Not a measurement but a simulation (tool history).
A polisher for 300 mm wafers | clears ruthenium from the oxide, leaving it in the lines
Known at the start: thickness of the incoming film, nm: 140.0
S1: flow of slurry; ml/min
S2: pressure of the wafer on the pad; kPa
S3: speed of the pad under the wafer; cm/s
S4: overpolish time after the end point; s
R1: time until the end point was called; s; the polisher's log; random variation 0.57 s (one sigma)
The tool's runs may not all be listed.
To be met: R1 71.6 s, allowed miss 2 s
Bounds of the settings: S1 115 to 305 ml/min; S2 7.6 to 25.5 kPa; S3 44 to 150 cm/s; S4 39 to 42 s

run,day,S1,S2,S3,S4,R1
1,0,195,16.5,96,39,93.266
2,0.046,195,16.5,96,42,94.225
3,0.254,195,16.5,74,42,120.61
4,0.45,195,16.5,64,42,136.85
5,0.696,230,16.5,64,42,136.21
6,1.012,230,16.5,64,39,134.46
7,1.225,230,18.6,66,39,118.45
8,1.321,230,20.7,70,39,102.72
9,1.558,230,20.7,70,39,105.47
10,1.933,230,22.1,74,39,94.426
11,2.017,230,22.8,78,39,88.403
12,2.242,230,23.4,80,39,83.305
13,2.508,230,24.1,82,39,80.116
14,2.725,230,24.8,84,39,76.252

4 next moves are on the table. One of them brings every result within its allowed miss. Which?
A,2.942,220,21.4,96,41,?
B,2.942,215,23.4,88,39,?
C,2.942,305,21.4,98,42,?
D,2.942,240,25.5,92,39,?

move,R1
A,74.842
B,76.054
C,70.811
D,67.237
A: nearer than the last run, and not there yet
B: as far off as the last run
C: meets every target
D: takes the result that was furthest off past its target
Move C is the one to make.

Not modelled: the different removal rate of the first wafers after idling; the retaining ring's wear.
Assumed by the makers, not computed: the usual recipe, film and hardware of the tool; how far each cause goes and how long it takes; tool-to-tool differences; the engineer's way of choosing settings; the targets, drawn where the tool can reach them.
